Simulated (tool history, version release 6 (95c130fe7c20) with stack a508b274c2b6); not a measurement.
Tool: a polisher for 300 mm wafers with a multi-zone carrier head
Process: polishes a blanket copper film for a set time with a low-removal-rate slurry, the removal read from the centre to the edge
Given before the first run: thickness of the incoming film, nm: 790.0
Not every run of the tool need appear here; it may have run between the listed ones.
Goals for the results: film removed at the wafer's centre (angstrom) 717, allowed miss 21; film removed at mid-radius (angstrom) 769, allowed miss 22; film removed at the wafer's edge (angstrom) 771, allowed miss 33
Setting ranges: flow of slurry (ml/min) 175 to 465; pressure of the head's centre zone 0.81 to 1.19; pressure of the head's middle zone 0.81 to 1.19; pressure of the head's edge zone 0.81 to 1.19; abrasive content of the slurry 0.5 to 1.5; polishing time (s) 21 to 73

run	day	flow of slurry (ml/min)	pressure of the head's centre zone	pressure of the head's middle zone	pressure of the head's edge zone	abrasive content of the slurry	polishing time (s)	film removed at the wafer's centre (angstrom)	film removed at mid-radius (angstrom)	film removed at the wafer's edge (angstrom)
1	0	295	1	1	1	1	47	1309.8	1196.9	1181
2	0.138	295	1	1	0.94	1	47	1307.5	1197	1166.3
3	0.217	295	1	1	0.94	1.2	47	1347.1	1229.3	1183.5
4	0.512	285	0.96	0.99	0.93	1.05	43	1138.2	1101	1059.6
5	0.879	285	0.96	0.99	0.96	1.05	43	1166.6	1092.9	1088.1
6	0.967	315	0.96	0.99	0.96	1.05	43	1174.4	1100.6	1103.9
7	1.008	290	0.93	0.97	0.93	0.95	41	1035	999.95	993.85
8	1.371	275	0.9	0.95	0.91	0.85	40	955.52	933.23	920.85
9	1.546	265	0.88	0.95	0.92	0.75	39	866.04	872.01	871.88
10	1.633	265	0.88	0.95	0.92	0.75	39	884.07	876.88	881.66
11	1.942	255	0.86	0.95	0.92	0.7	39	849.19	864.79	856.13
12	2.133	250	0.85	0.95	0.93	0.65	38	808.94	823.64	836.78
13	2.471	220	0.81	0.97	0.89	0.5	36	670.07	735.84	708.35
14	2.771	235	0.81	0.97	0.9	0.5	36	657.42	752.37	725.65
15	2.883	255	0.89	0.95	0.96	0.6	36	777.46	764.43	771.54
# day 3.179: centre zone pressure recalibrated
16	3.179	210	0.83	0.97	0.97	0.6	36	646.13	766.37	761.31
17	3.533	225	0.83	0.97	0.97	0.6	36	650.77	775.63	776.17
18	3.712	235	0.84	0.97	0.97	0.6	36	678.19	775.48	779.42
19	4.021	240	0.84	0.97	0.97	0.6	36	666.27	787.39	811.43
20	4.104	235	0.85	0.97	0.97	0.6	36	677.35	782.47	785.54

4 candidate next runs follow, results not yet known. Just one meets every target within its allowed miss. Identify it.
A	4.188	250	0.83	0.96	1	0.65	35	?	?	?
B	4.188	220	0.87	0.94	0.9	0.55	38	?	?	?
C	4.188	210	0.88	1.02	1.12	0.55	34	?	?	?
D	4.188	370	0.85	0.99	0.97	1	30	?	?	?

move	film removed at the wafer's centre (angstrom)	film removed at mid-radius (angstrom)	film removed at the wafer's edge (angstrom)
A	656.75	764.63	797.55
B	706.24	771.95	783.36
C	634.86	734.62	774.49
D	665.28	772.49	766.42
A: misses by more than the last run did
B: all results in spec
C: misses by more than the last run did
D: misses by more than the last run did
Go with B: it meets all targets.

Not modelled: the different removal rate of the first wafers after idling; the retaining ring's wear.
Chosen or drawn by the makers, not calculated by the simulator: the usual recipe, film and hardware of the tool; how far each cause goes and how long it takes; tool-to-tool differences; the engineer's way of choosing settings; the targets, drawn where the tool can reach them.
